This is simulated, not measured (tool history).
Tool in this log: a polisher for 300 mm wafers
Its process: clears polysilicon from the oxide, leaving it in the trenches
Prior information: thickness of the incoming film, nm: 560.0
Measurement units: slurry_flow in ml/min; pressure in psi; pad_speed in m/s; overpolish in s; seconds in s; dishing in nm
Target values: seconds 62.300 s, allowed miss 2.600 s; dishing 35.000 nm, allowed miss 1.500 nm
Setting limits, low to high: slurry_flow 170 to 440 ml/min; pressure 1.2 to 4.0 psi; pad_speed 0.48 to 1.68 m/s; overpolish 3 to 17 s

{"run": 1, "hour": 0.0, "slurry_flow": 280, "pressure": 2.6, "pad_speed": 1.08, "overpolish": 9, "seconds": 34.581, "dishing": 50.517}
{"run": 2, "hour": 3.8, "slurry_flow": 280, "pressure": 2.6, "pad_speed": 0.86, "overpolish": 9, "seconds": 44.365, "dishing": 46.413}
{"run": 3, "hour": 5.7, "slurry_flow": 245, "pressure": 2.6, "pad_speed": 0.86, "overpolish": 9, "seconds": 44.261, "dishing": 46.485}
{"run": 4, "hour": 8.4, "slurry_flow": 245, "pressure": 2.6, "pad_speed": 0.86, "overpolish": 6, "seconds": 44.092, "dishing": 38.363}
{"run": 5, "hour": 16.0, "slurry_flow": 245, "pressure": 2.4, "pad_speed": 0.86, "overpolish": 6, "seconds": 47.742, "dishing": 37.548}
{"run": 6, "hour": 21.0, "slurry_flow": 245, "pressure": 2.4, "pad_speed": 1.0, "overpolish": 6, "seconds": 40.763, "dishing": 40.714}
{"run": 7, "hour": 24.6, "slurry_flow": 245, "pressure": 2.1, "pad_speed": 1.0, "overpolish": 6, "seconds": 46.2, "dishing": 38.659}
{"run": 8, "hour": 26.4, "slurry_flow": 245, "pressure": 1.4, "pad_speed": 0.98, "overpolish": 6, "seconds": 63.991, "dishing": 31.825}

Of the 5 settings listed for the next run, only one would bring every result within its allowed miss of target. Which one?
{"run": "A", "hour": 28.2, "slurry_flow": 275, "pressure": 1.2, "pad_speed": 1.14, "overpolish": 7, "seconds": "?", "dishing": "?"}
{"run": "B", "hour": 28.2, "slurry_flow": 195, "pressure": 1.6, "pad_speed": 0.82, "overpolish": 8, "seconds": "?", "dishing": "?"}
{"run": "C", "hour": 28.2, "slurry_flow": 250, "pressure": 1.2, "pad_speed": 1.02, "overpolish": 8, "seconds": "?", "dishing": "?"}
{"run": "D", "hour": 28.2, "slurry_flow": 230, "pressure": 1.4, "pad_speed": 1.02, "overpolish": 9, "seconds": "?", "dishing": "?"}
{"run": "E", "hour": 28.2, "slurry_flow": 230, "pressure": 1.2, "pad_speed": 1.02, "overpolish": 8, "seconds": "?", "dishing": "?"}

move=A seconds=61.837 dishing=34.884
move=B seconds=71.336 dishing=34.693
move=C seconds=69.476 dishing=35.231
move=D seconds=62.736 dishing=39.670
move=E seconds=70.212 dishing=35.016
A: hits every target within its allowed miss
B: gets the furthest-off result to its target, but another result is out of tolerance
C: gets the furthest-off result to its target, but another result is out of tolerance
D: moves the result that the last run missed by most past its target, out the other side
E: gets the furthest-off result to its target, but another result is out of tolerance
A meets every target.

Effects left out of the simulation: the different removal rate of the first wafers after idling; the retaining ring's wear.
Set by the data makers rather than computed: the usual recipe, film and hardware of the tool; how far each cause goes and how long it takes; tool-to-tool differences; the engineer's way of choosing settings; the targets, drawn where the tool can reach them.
